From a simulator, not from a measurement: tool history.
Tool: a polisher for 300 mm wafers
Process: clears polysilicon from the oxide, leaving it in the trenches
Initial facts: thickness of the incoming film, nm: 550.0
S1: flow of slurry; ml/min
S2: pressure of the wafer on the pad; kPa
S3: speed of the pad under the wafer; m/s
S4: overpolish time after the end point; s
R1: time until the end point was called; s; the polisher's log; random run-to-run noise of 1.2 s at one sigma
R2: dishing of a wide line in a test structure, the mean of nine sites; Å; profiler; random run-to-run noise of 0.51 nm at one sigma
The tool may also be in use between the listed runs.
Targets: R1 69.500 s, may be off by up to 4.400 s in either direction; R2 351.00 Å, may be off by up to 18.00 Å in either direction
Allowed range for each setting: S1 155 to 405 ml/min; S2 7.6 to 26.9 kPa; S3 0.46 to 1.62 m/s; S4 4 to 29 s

run 1 hour=0.0 | S1=260 S2=17.2 S3=1.04 S4=15 | R1=39.024 R2=446.82
run 2 hour=2.6 | S1=260 S2=21.4 S3=1.04 S4=15 | R1=33.170 R2=445.25
run 3 hour=9.9 | S1=260 S2=21.4 S3=0.88 S4=15 | R1=38.137 R2=452.84
run 4 hour=18.3 | S1=240 S2=18.6 S3=0.90 S4=13 | R1=41.322 R2=443.05
run 5 hour=23.8 | S1=220 S2=16.5 S3=0.88 S4=11 | R1=45.462 R2=415.35
run 6 hour=26.8 | S1=220 S2=14.5 S3=0.88 S4=11 | R1=53.358 R2=401.69
run 7 hour=29.3 | S1=215 S2=13.1 S3=0.88 S4=10 | R1=56.942 R2=401.36
run 8 hour=37.2 | S1=205 S2=11.7 S3=0.90 S4=9 | R1=62.501 R2=375.28

Exercise: of the 4 proposed moves below, exactly one satisfies all targets within the stated allowed misses. Which move is it?
run A hour=45.1 | S1=230 S2=14.5 S3=0.62 S4=15 | R1=? R2=?
run B hour=45.1 | S1=175 S2=9.7 S3=0.96 S4=9 | R1=? R2=?
run C hour=45.1 | S1=190 S2=10.3 S3=0.78 S4=16 | R1=? R2=?
run D hour=45.1 | S1=270 S2=13.1 S3=0.64 S4=13 | R1=? R2=?

move=A R1=67.085 R2=415.19
move=B R1=68.335 R2=348.97
move=C R1=75.261 R2=410.38
move=D R1=69.565 R2=396.49
A: meets the target for the result that was furthest off, but another lies outside its allowed miss
B: hits every target within its allowed miss
C: the result that was furthest off in the last run now lies on the other side of its target
D: meets the target for the result that was furthest off, but another lies outside its allowed miss
Move B is the one to make.
